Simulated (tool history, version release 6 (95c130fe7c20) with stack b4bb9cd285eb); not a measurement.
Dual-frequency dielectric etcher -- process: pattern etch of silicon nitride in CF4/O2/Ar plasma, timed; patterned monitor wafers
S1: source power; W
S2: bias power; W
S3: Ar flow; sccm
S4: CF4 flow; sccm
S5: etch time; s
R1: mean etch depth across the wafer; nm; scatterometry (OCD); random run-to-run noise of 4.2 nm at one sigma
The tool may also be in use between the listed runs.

run 1 hour=0 | S1=720 S2=57 S3=93 S4=133 S5=477 | R1=1436.3
run 2 hour=2.7 | S1=740 S2=57 S3=93 S4=133 S5=477 | R1=1467.8
run 3 hour=11.2 | S1=740 S2=57 S3=82 S4=133 S5=477 | R1=1480.8
run 4 hour=18.2 | S1=740 S2=57 S3=82 S4=119 S5=477 | R1=1477.2
run 5 hour=24.6 | S1=740 S2=57 S3=68 S4=119 S5=477 | R1=1505.6
run 6 hour=30 | S1=740 S2=57 S3=56 S4=119 S5=477 | R1=1526.6
run 7 hour=30.9 | S1=760 S2=57 S3=56 S4=119 S5=477 | R1=1563.3
run 8 hour=33.8 | S1=770 S2=57 S3=56 S4=119 S5=477 | R1=1575.7

Predict the results of run 9:
run 9 hour=39.6 | S1=780 S2=57 S3=56 S4=119 S5=477 | R1=?

Run 9 yielded R1 1592.8 nm.
